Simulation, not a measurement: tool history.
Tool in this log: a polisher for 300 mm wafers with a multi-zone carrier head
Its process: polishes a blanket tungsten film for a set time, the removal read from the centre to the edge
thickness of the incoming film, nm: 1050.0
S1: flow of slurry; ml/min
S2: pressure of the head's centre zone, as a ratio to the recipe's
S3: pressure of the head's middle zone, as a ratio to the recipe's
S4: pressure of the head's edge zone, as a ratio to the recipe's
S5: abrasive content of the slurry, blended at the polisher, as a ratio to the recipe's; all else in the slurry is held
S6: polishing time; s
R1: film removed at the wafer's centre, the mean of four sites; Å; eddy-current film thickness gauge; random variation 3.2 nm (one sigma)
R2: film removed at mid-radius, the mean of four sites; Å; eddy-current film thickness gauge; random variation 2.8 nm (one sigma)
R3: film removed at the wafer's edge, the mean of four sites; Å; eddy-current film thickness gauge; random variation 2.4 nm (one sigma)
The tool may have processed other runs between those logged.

run 1 hour=0.0 | S1=160 S2=1.00 S3=1.00 S4=1.00 S5=1.00 S6=55 | R1=3906.1 R2=3852.9 R3=3962.4
run 2 hour=4.6 | S1=160 S2=1.00 S3=1.03 S4=1.00 S5=1.00 S6=55 | R1=3971.8 R2=4007.6 R3=3893.9
run 3 hour=6.9 | S1=160 S2=1.00 S3=1.07 S4=1.00 S5=1.00 S6=55 | R1=4002.9 R2=4147.3 R3=4000.1
run 4 hour=11.8 | S1=160 S2=0.93 S3=1.07 S4=1.00 S5=1.00 S6=55 | R1=3709.0 R2=4217.9 R3=3889.3
run 5 hour=13.7 | S1=160 S2=0.93 S3=1.07 S4=1.08 S5=1.00 S6=55 | R1=3670.9 R2=4145.3 R3=4051.7
run 6 hour=18.2 | S1=160 S2=0.93 S3=1.07 S4=1.08 S5=1.00 S6=43 | R1=2861.3 R2=3253.0 R3=3172.4
run 7 hour=27.2 | S1=155 S2=0.92 S3=1.04 S4=1.06 S5=0.95 S6=43 | R1=2756.6 R2=3032.2 R3=3042.6
run 8 hour=35.2 | S1=150 S2=0.91 S3=1.03 S4=1.04 S5=0.90 S6=43 | R1=2710.0 R2=3019.4 R3=2991.5
run 9 hour=35.7 | S1=145 S2=0.90 S3=1.01 S4=1.02 S5=0.85 S6=43 | R1=2534.4 R2=2946.7 R3=2897.5

For run 10, what comes out?
run 10 hour=37.3 | S1=130 S2=0.97 S3=0.91 S4=0.92 S5=0.65 S6=41 | R1=? R2=? R3=?

R1: 2363.1 Å
R2: 2293.6 Å
R3: 2369.8 Å
